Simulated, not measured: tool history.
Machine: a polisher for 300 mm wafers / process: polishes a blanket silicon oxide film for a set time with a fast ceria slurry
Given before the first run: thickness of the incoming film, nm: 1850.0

run	day	flow of slurry (ml/min)	pressure of the wafer on the pad (psi)	speed of the pad under the wafer (cm/s)	polishing time (s)	film removed (nm)
1	0.000	305	3.4	82	55	899.90
2	0.325	305	3.4	94	55	1027.00
3	0.629	265	3.4	94	55	1006.30
4	0.696	265	2.9	94	55	872.68
5	0.962	265	2.5	94	55	728.98
6	1.212	265	2.5	104	55	832.00
7	1.421	265	2.2	104	55	724.40
8	1.696	265	2.0	104	55	662.62
9	2.029	265	1.9	104	55	639.07

Run 10 is up next; what results do you expect?
10	2.112	265	1.8	104	55	?

Run 10 produced film removed (nm) 612.24.
